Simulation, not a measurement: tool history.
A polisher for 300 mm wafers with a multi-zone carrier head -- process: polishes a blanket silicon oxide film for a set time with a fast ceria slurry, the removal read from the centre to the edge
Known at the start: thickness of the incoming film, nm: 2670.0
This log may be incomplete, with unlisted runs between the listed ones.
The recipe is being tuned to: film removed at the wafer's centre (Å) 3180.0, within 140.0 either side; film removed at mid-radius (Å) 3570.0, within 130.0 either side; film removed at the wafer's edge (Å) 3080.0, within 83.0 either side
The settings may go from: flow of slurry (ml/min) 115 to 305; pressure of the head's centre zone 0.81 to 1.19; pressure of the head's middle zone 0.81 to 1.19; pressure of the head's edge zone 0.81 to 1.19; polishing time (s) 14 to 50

run	hour	flow of slurry (ml/min)	pressure of the head's centre zone	pressure of the head's middle zone	pressure of the head's edge zone	polishing time (s)	film removed at the wafer's centre (Å)	film removed at mid-radius (Å)	film removed at the wafer's edge (Å)
1	0.0	195	1.00	1.00	1.00	32	4575.3	4655.6	4552.8
2	4.0	195	1.00	1.01	0.98	31	4435.6	4541.2	4310.5
3	5.3	195	0.93	1.01	0.98	31	4173.0	4523.4	4418.6
4	12.1	155	0.93	1.01	0.98	31	3958.7	4433.3	4233.0
5	12.9	150	0.93	1.01	0.97	30	3847.6	4293.9	4161.8
6	17.2	150	0.93	1.01	1.05	30	3976.2	4280.5	4214.1
7	20.2	150	0.94	1.02	1.04	29	3770.1	4178.1	4108.4
8	26.9	150	0.96	1.03	1.02	28	3767.8	4022.4	3941.5
9	33.0	150	0.97	1.05	1.00	27	3615.3	3953.2	3704.0
10	40.6	150	0.97	1.05	0.99	27	3681.2	3957.6	3715.7
11	48.8	150	0.97	1.06	0.98	27	3625.2	3957.9	3705.2
12	51.4	150	0.97	1.07	0.97	27	3623.5	4024.9	3717.1
13	53.9	150	0.97	1.07	0.96	27	3653.6	3978.0	3733.7
14	62.1	150	0.97	1.08	0.95	26	3556.2	3940.6	3516.0
15	64.8	150	0.97	1.08	0.94	26	3543.7	3911.0	3495.6
16	70.9	150	0.97	1.08	0.93	26	3509.5	3924.4	3533.8
17	79.9	150	0.97	1.08	0.92	26	3455.3	3864.1	3504.2
18	83.6	150	0.97	1.08	0.91	26	3515.5	3884.3	3413.6
19	87.4	150	0.97	1.08	0.90	26	3535.5	4006.3	3463.9
20	90.8	150	0.97	1.08	0.90	26	3526.1	3970.4	3469.1

Exercise: of the 5 proposed moves below, exactly one satisfies all targets within the stated allowed misses. Which move is it?
A	94.2	145	0.98	1.09	0.87	25	?	?	?
B	94.2	180	1.19	1.05	0.83	24	?	?	?
C	94.2	180	0.95	1.08	0.86	23	?	?	?
D	94.2	155	1.02	1.18	0.81	24	?	?	?
E	94.2	180	0.94	1.14	0.98	24	?	?	?

move	film removed at the wafer's centre (Å)	film removed at mid-radius (Å)	film removed at the wafer's edge (Å)
A	3412.4	3714.0	3273.2
B	4096.1	3537.8	3148.0
C	3129.3	3477.1	3054.5
D	3443.5	3847.3	3076.6
E	3232.1	3800.1	3346.0
A: nearer than the last run, and not there yet
B: brings the result that was furthest off to its target, and leaves another outside
C: meets every target
D: brings the result that was furthest off to its target, and leaves another outside
E: nearer than the last run, and not there yet
The right move is C.
